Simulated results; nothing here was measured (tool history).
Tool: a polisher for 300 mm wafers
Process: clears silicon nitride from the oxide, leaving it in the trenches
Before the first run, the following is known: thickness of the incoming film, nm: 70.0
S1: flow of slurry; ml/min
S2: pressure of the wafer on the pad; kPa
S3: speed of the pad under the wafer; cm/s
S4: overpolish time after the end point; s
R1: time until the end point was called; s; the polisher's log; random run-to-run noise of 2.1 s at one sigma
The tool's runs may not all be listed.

| run | hour | S1 | S2 | S3 | S4 | R1 |
|---|---|---|---|---|---|---|
| 1 | 0 | 170 | 13.1 | 118 | 32 | 95.357 |
| 2 | 3.3 | 170 | 13.1 | 118 | 32 | 96.06 |
| 3 | 8.8 | 170 | 12.4 | 118 | 32 | 102.5 |
| 4 | 9.6 | 170 | 11.7 | 118 | 32 | 107.44 |
| 5 | 15 | 170 | 13.8 | 118 | 32 | 92.653 |
| 6 | 20.6 | 170 | 13.1 | 118 | 32 | 97.425 |

The next listed run, before its measurement:
| 7 | 26 | 170 | 12.4 | 118 | 32 | ? |

{"run 7": {"R1": 98.007}}

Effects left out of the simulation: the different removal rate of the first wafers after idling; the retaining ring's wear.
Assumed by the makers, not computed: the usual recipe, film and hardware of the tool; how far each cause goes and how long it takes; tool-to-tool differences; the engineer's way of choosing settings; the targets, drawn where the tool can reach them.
